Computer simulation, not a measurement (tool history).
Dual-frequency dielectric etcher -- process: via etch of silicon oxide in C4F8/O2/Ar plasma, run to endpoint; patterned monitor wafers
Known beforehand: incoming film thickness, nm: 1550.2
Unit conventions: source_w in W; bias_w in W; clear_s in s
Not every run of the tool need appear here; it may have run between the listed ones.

run 1 hour=0 | source_w=2070 bias_w=2338 | clear_s=310.71
run 2 hour=9 | source_w=1970 bias_w=2320 | clear_s=316.76
run 3 hour=18 | source_w=1640 bias_w=2320 | clear_s=347.02
run 4 hour=23 | source_w=1890 bias_w=2320 | clear_s=324.3
run 5 hour=30.2 | source_w=1890 bias_w=1943 | clear_s=338.66
run 6 hour=32.6 | source_w=1850 bias_w=1937 | clear_s=342.72
run 7 hour=41.6 | source_w=1820 bias_w=1932 | clear_s=345.2
run 8 hour=43.6 | source_w=1530 bias_w=1881 | clear_s=381.93
run 9 hour=44.8 | source_w=1530 bias_w=1881 | clear_s=385.38
run 10 hour=45.5 | source_w=1850 bias_w=1937 | clear_s=343.71

Estimate the outcome of run 11 from the log above:
run 11 hour=46.1 | source_w=1820 bias_w=1934 | clear_s=?

Run 11 gave clear_s 344.49 s.

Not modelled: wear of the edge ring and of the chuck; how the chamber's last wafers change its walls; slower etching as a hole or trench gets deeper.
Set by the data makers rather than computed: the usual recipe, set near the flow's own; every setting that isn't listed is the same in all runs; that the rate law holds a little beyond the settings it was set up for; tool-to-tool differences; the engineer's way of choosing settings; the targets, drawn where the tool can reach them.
